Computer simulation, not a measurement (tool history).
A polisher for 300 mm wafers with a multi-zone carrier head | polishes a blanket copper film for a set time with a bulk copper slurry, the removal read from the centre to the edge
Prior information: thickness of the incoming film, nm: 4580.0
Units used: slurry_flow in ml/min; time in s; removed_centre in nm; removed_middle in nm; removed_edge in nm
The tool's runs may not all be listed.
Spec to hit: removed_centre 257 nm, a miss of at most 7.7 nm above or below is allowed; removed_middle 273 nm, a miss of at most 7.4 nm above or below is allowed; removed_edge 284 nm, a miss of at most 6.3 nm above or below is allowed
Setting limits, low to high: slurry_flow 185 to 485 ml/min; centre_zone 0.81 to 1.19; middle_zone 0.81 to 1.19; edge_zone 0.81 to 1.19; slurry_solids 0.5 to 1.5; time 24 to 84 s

| run | hour | slurry_flow | centre_zone | middle_zone | edge_zone | slurry_solids | time | removed_centre | removed_middle | removed_edge |
|---|---|---|---|---|---|---|---|---|---|---|
| 1 | 0 | 310 | 1 | 1 | 1 | 1 | 54 | 317.65 | 321.76 | 312.32 |
| 2 | 0.7 | 300 | 0.97 | 0.97 | 0.98 | 0.95 | 54 | 303.33 | 309.02 | 305.46 |
| 3 | 8.1 | 300 | 1.03 | 0.97 | 0.98 | 0.95 | 54 | 320.1 | 308.64 | 302.04 |
| 4 | 12.7 | 300 | 0.95 | 0.97 | 0.98 | 0.95 | 54 | 298.17 | 307.3 | 304.69 |
| 5 | 14.2 | 290 | 0.92 | 0.95 | 0.96 | 0.95 | 54 | 287.34 | 303.97 | 301.84 |
| 6 | 21.5 | 280 | 0.9 | 0.93 | 0.95 | 0.95 | 54 | 282.71 | 293.45 | 299.97 |
| 7 | 23.6 | 280 | 0.9 | 0.93 | 0.95 | 0.95 | 54 | 282.7 | 294.84 | 301.61 |
| 8 | 31.6 | 275 | 0.88 | 0.92 | 0.93 | 0.95 | 54 | 270.33 | 296.47 | 295.29 |
| 9 | 38.7 | 235 | 0.87 | 0.82 | 0.9 | 0.9 | 54 | 259.67 | 259.5 | 279.92 |
| 10 | 45.9 | 240 | 0.86 | 0.83 | 0.9 | 0.9 | 54 | 256.84 | 261.48 | 283.14 |

Which of these 4 next moves meets every target?
| A | 53.1 | 260 | 0.83 | 0.91 | 0.87 | 0.95 | 54 | ? | ? | ? |
| B | 53.1 | 215 | 0.89 | 0.87 | 0.93 | 0.8 | 54 | ? | ? | ? |
| C | 53.1 | 290 | 0.9 | 0.84 | 0.96 | 0.75 | 54 | ? | ? | ? |
| D | 53.1 | 300 | 0.82 | 0.84 | 0.84 | 0.8 | 57 | ? | ? | ? |

| move | removed_centre | removed_middle | removed_edge |
|---|---|---|---|
| A | 254.81 | 284.98 | 285.34 |
| B | 255.48 | 256.95 | 276.59 |
| C | 259.71 | 250.35 | 280.12 |
| D | 255.24 | 270.36 | 284.21 |
A: moves the result that the last run missed by most past its target, out the other side
B: moves away from the targets compared with the last run
C: moves away from the targets compared with the last run
D: meets every target
The right move is D.
